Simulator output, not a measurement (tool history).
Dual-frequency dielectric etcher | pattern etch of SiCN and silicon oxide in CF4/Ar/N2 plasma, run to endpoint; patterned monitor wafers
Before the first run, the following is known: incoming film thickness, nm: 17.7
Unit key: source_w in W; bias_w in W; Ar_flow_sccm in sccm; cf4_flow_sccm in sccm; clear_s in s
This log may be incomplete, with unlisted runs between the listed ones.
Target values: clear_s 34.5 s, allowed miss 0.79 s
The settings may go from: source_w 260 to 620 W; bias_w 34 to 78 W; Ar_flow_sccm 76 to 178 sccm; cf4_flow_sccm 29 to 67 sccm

Run 1, hour 0: source_w 440 W, bias_w 56 W, Ar_flow_sccm 127 sccm, cf4_flow_sccm 48 sccm. Result: clear_s 28.125 s.
Run 2, hour 6.5: source_w 470 W, bias_w 56 W, Ar_flow_sccm 127 sccm, cf4_flow_sccm 48 sccm. Result: clear_s 26.608 s.
Run 3, hour 10.9: source_w 400 W, bias_w 56 W, Ar_flow_sccm 127 sccm, cf4_flow_sccm 48 sccm. Result: clear_s 30.521 s.
Run 4, hour 12.9: source_w 390 W, bias_w 56 W, Ar_flow_sccm 127 sccm, cf4_flow_sccm 48 sccm. Result: clear_s 31.028 s.
Run 5, hour 20.3: source_w 440 W, bias_w 56 W, Ar_flow_sccm 127 sccm, cf4_flow_sccm 48 sccm. Result: clear_s 28.151 s.
Run 6, hour 25.4: source_w 420 W, bias_w 56 W, Ar_flow_sccm 127 sccm, cf4_flow_sccm 48 sccm. Result: clear_s 29.237 s.
Run 7, hour 29.5: source_w 400 W, bias_w 56 W, Ar_flow_sccm 127 sccm, cf4_flow_sccm 48 sccm. Result: clear_s 30.368 s.
Run 8, hour 30.1: source_w 390 W, bias_w 56 W, Ar_flow_sccm 127 sccm, cf4_flow_sccm 48 sccm. Result: clear_s 31.114 s.
Run 9, hour 32: source_w 380 W, bias_w 56 W, Ar_flow_sccm 127 sccm, cf4_flow_sccm 48 sccm. Result: clear_s 31.726 s.
Run 10, hour 33.9: source_w 370 W, bias_w 56 W, Ar_flow_sccm 127 sccm, cf4_flow_sccm 48 sccm. Result: clear_s 32.508 s.
Run 11, hour 39.5: source_w 360 W, bias_w 56 W, Ar_flow_sccm 127 sccm, cf4_flow_sccm 48 sccm. Result: clear_s 33.228 s.

Exactly one of the 4 candidate moves below puts every result within its allowed miss. Which one?
Run A, hour 45.1: source_w 370 W, bias_w 59 W, Ar_flow_sccm 120 sccm, cf4_flow_sccm 48 sccm. Result: clear_s ?.
Run B, hour 45.1: source_w 340 W, bias_w 57 W, Ar_flow_sccm 112 sccm, cf4_flow_sccm 46 sccm. Result: clear_s ?.
Run C, hour 45.1: source_w 350 W, bias_w 66 W, Ar_flow_sccm 125 sccm, cf4_flow_sccm 44 sccm. Result: clear_s ?.
Run D, hour 45.1: source_w 370 W, bias_w 58 W, Ar_flow_sccm 127 sccm, cf4_flow_sccm 47 sccm. Result: clear_s ?.

move  clear_s
   A   31.928
   B    34.45
   C   32.948
   D   32.382
A: the biggest miss grows against the last run
B: meets every target
C: the biggest miss grows against the last run
D: the biggest miss grows against the last run
The right move is B.

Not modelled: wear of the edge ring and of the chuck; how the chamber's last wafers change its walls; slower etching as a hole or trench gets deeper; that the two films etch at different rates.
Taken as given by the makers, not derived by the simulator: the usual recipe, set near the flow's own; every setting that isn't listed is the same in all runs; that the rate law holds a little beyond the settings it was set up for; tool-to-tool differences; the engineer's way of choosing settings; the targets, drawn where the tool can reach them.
